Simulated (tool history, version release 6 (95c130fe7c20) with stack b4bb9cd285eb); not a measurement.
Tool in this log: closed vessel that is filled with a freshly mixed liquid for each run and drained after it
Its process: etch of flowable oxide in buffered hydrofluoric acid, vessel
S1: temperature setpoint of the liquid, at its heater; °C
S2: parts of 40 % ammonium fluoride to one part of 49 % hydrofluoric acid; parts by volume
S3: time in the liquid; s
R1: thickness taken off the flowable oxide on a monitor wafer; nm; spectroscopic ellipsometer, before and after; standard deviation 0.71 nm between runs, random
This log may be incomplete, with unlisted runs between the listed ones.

Run 1, day 0.000: S1 24.0 °C, S2 23.0 parts by volume, S3 105 s. Result: R1 130.59 nm.
Run 2, day 0.233: S1 23.5 °C, S2 23.0 parts by volume, S3 105 s. Result: R1 125.52 nm.
Run 3, day 0.592: S1 25.5 °C, S2 23.0 parts by volume, S3 105 s. Result: R1 140.86 nm.
Run 4, day 0.642: S1 28.5 °C, S2 23.0 parts by volume, S3 105 s. Result: R1 164.87 nm.
Run 5, day 0.954: S1 26.5 °C, S2 23.0 parts by volume, S3 105 s. Result: R1 148.52 nm.
Run 6, day 1.192: S1 30.0 °C, S2 23.0 parts by volume, S3 105 s. Result: R1 176.98 nm.
Run 7, day 1.354: S1 27.5 °C, S2 23.0 parts by volume, S3 105 s. Result: R1 158.29 nm.
Run 8, day 1.712: S1 26.0 °C, S2 23.0 parts by volume, S3 105 s. Result: R1 144.38 nm.

Run 9 has not been measured yet. What should we expect?
At day 2.058: hydrofluoric acid flow meter replaced.
Run 9, day 2.058: S1 25.0 °C, S2 23.0 parts by volume, S3 105 s. Result: R1 ?.

Run 9 produced R1 142.59 nm.
